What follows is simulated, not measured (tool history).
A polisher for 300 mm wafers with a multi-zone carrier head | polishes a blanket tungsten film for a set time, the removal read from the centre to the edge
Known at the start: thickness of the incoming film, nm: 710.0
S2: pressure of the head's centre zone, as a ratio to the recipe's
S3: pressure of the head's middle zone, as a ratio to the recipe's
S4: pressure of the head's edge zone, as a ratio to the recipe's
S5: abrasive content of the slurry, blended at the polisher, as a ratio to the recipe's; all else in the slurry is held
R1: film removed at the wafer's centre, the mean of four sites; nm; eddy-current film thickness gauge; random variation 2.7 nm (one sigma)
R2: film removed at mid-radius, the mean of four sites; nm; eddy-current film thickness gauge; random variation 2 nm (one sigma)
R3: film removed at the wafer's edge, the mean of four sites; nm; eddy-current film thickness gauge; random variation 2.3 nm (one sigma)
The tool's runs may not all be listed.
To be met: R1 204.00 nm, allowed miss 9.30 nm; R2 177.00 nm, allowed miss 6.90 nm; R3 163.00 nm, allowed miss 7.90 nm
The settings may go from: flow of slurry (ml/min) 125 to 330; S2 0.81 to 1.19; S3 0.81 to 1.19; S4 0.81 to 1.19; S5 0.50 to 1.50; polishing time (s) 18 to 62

{"run": 1, "hour": 0.0, "flow of slurry (ml/min)": 210, "S2": 1.0, "S3": 1.0, "S4": 1.0, "S5": 1.0, "polishing time (s)": 40, "R1": 145.64, "R2": 139.67, "R3": 137.44}
{"run": 2, "hour": 8.5, "flow of slurry (ml/min)": 210, "S2": 1.04, "S3": 1.0, "S4": 1.0, "S5": 1.0, "polishing time (s)": 40, "R1": 150.63, "R2": 137.45, "R3": 141.7}
{"run": 3, "hour": 12.2, "flow of slurry (ml/min)": 210, "S2": 1.07, "S3": 1.0, "S4": 1.0, "S5": 1.0, "polishing time (s)": 40, "R1": 155.61, "R2": 140.44, "R3": 139.19}
{"run": 4, "hour": 18.4, "flow of slurry (ml/min)": 225, "S2": 1.11, "S3": 1.02, "S4": 1.01, "S5": 1.1, "polishing time (s)": 41, "R1": 169.9, "R2": 148.54, "R3": 144.22}
{"run": 5, "hour": 23.3, "flow of slurry (ml/min)": 175, "S2": 1.11, "S3": 1.02, "S4": 1.01, "S5": 1.1, "polishing time (s)": 41, "R1": 164.63, "R2": 141.5, "R3": 145.8}
{"run": 6, "hour": 32.1, "flow of slurry (ml/min)": 190, "S2": 1.13, "S3": 1.05, "S4": 1.02, "S5": 1.2, "polishing time (s)": 42, "R1": 174.47, "R2": 157.23, "R3": 152.36}
{"run": 7, "hour": 39.2, "flow of slurry (ml/min)": 205, "S2": 1.15, "S3": 1.05, "S4": 1.02, "S5": 1.25, "polishing time (s)": 43, "R1": 189.04, "R2": 164.24, "R3": 159.82}
{"run": 8, "hour": 43.9, "flow of slurry (ml/min)": 215, "S2": 1.16, "S3": 1.06, "S4": 1.02, "S5": 1.25, "polishing time (s)": 43, "R1": 195.45, "R2": 170.03, "R3": 158.73}

Which of these 5 next moves meets every target?
{"run": "A", "hour": 48.6, "flow of slurry (ml/min)": 205, "S2": 1.11, "S3": 1.0, "S4": 1.1, "S5": 1.35, "polishing time (s)": 48, "R1": "?", "R2": "?", "R3": "?"}
{"run": "B", "hour": 48.6, "flow of slurry (ml/min)": 245, "S2": 1.1, "S3": 1.04, "S4": 1.03, "S5": 1.3, "polishing time (s)": 43, "R1": "?", "R2": "?", "R3": "?"}
{"run": "C", "hour": 48.6, "flow of slurry (ml/min)": 240, "S2": 1.05, "S3": 1.05, "S4": 1.0, "S5": 1.5, "polishing time (s)": 48, "R1": "?", "R2": "?", "R3": "?"}
{"run": "D", "hour": 48.6, "flow of slurry (ml/min)": 210, "S2": 1.17, "S3": 1.09, "S4": 0.94, "S5": 1.2, "polishing time (s)": 45, "R1": "?", "R2": "?", "R3": "?"}
{"run": "E", "hour": 48.6, "flow of slurry (ml/min)": 125, "S2": 1.17, "S3": 1.11, "S4": 1.14, "S5": 1.5, "polishing time (s)": 44, "R1": "?", "R2": "?", "R3": "?"}

move=A R1=211.54 R2=179.15 R3=189.16
move=B R1=191.30 R2=168.53 R3=165.43
move=C R1=210.81 R2=196.31 R3=188.45
move=D R1=203.87 R2=175.98 R3=159.63
move=E R1=186.61 R2=165.79 R3=167.87
A: brings the result that was furthest off to its target, and leaves another outside
B: further off than the last run
C: takes the result that was furthest off past its target
D: meets every target
E: further off than the last run
Answer: D
